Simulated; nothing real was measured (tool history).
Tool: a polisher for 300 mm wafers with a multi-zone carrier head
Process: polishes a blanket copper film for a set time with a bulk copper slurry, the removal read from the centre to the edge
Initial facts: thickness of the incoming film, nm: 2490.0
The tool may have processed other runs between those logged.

| run | hour | flow of slurry (ml/min) | pressure of the head's centre zone | pressure of the head's middle zone | pressure of the head's edge zone | abrasive content of the slurry | polishing time (s) | film removed at the wafer's centre (angstrom) | film removed at mid-radius (angstrom) | film removed at the wafer's edge (angstrom) |
|---|---|---|---|---|---|---|---|---|---|---|
| 1 | 0 | 275 | 1 | 1 | 1 | 1 | 48 | 4993.3 | 5068.7 | 5012.7 |
| 2 | 7.6 | 280 | 1.01 | 1.01 | 1.04 | 1.1 | 49 | 5263.5 | 5342.6 | 5261.2 |
| 3 | 8.9 | 280 | 1.01 | 1.01 | 1.04 | 1.1 | 59 | 6249 | 6246.8 | 6299.7 |
| 4 | 10 | 280 | 1.01 | 1.01 | 0.98 | 1.1 | 59 | 6325.7 | 6300.4 | 6156.2 |
| 5 | 14.6 | 280 | 1.01 | 0.94 | 0.98 | 1.1 | 59 | 6332 | 6057 | 6143.8 |
| 6 | 21.1 | 290 | 1.01 | 0.95 | 1.01 | 1.15 | 59 | 6340.1 | 6196.2 | 6262.5 |
| 7 | 26.2 | 295 | 1.01 | 0.96 | 1.04 | 1.2 | 59 | 6403.3 | 6245.8 | 6532.3 |
| 8 | 29 | 305 | 1.01 | 0.97 | 1.05 | 1.2 | 59 | 6475.1 | 6331.7 | 6545.1 |
| 9 | 36.9 | 315 | 1.01 | 0.98 | 1.06 | 1.2 | 59 | 6472.2 | 6476.8 | 6569.9 |

For run 10, what comes out?
| 10 | 41.5 | 320 | 1.01 | 0.98 | 1.07 | 1.2 | 59 | ? | ? | ? |

film removed at the wafer's centre (angstrom): 6463.4
film removed at mid-radius (angstrom): 6437.8
film removed at the wafer's edge (angstrom): 6622.7
